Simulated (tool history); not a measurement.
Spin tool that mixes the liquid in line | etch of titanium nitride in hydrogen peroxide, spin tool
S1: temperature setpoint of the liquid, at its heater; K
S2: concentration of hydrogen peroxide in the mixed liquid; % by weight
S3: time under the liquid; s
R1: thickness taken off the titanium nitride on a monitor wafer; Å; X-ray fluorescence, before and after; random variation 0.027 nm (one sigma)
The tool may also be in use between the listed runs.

Run 1, day 0.000: S1 315.15 K, S2 24.5 % by weight, S3 260 s. Result: R1 126.980 Å.
Run 2, day 0.242: S1 312.65 K, S2 24.5 % by weight, S3 260 s. Result: R1 104.630 Å.
Run 3, day 0.346: S1 311.65 K, S2 24.5 % by weight, S3 260 s. Result: R1 96.445 Å.
Run 4, day 0.408: S1 316.15 K, S2 24.5 % by weight, S3 260 s. Result: R1 137.270 Å.
Run 5, day 0.717: S1 315.65 K, S2 24.5 % by weight, S3 260 s. Result: R1 130.660 Å.
Run 6, day 0.762: S1 318.65 K, S2 24.5 % by weight, S3 260 s. Result: R1 164.120 Å.
Run 7, day 0.950: S1 318.65 K, S2 24.5 % by weight, S3 260 s. Result: R1 165.320 Å.
Run 8, day 1.008: S1 317.65 K, S2 24.5 % by weight, S3 260 s. Result: R1 152.910 Å.
Run 9, day 1.271: S1 316.65 K, S2 24.5 % by weight, S3 260 s. Result: R1 141.810 Å.
Run 10, day 1.458: S1 309.65 K, S2 24.5 % by weight, S3 260 s. Result: R1 82.428 Å.

Forecast run 11:
Run 11, day 1.812: S1 310.15 K, S2 24.5 % by weight, S3 260 s. Result: R1 ?.

Run 11 gave R1 86.031 Å.

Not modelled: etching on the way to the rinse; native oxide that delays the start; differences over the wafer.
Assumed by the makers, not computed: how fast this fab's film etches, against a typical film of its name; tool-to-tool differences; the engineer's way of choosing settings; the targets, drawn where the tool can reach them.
